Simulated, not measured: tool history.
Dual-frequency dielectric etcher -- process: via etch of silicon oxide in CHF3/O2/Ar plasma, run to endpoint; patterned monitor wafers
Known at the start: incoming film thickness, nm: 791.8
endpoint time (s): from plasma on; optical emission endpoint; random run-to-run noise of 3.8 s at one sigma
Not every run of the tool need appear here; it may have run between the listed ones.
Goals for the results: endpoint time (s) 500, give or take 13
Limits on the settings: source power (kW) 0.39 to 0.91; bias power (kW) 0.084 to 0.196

run,hour,source power (kW),bias power (kW),endpoint time (s)
1,0,0.65,0.14,429.43
2,1.5,0.59,0.135,456.76
3,9.1,0.68,0.135,425.89
4,14.9,0.61,0.135,452.64
5,15.9,0.72,0.135,418.91
6,18.7,0.64,0.135,440.39
7,26.9,0.64,0.135,437.69
8,30.2,0.59,0.132,464.25
9,34.5,0.57,0.131,469.19
10,39.2,0.55,0.13,478.68
11,40.8,0.54,0.129,484.05

Which one of the following 5 next-run settings gets every result inside its allowed miss? There is exactly one.
A,42.4,0.49,0.111,?
B,42.4,0.59,0.134,?
C,42.4,0.54,0.137,?
D,42.4,0.51,0.131,?
E,42.4,0.61,0.138,?

move,endpoint time (s)
A,525.27
B,453.19
C,470.79
D,491.07
E,442.06
A: takes the biggest miss from the last run beyond its target
B: lands further from the targets than the last run did
C: lands further from the targets than the last run did
D: meets every target
E: lands further from the targets than the last run did
Move D is the one to make.

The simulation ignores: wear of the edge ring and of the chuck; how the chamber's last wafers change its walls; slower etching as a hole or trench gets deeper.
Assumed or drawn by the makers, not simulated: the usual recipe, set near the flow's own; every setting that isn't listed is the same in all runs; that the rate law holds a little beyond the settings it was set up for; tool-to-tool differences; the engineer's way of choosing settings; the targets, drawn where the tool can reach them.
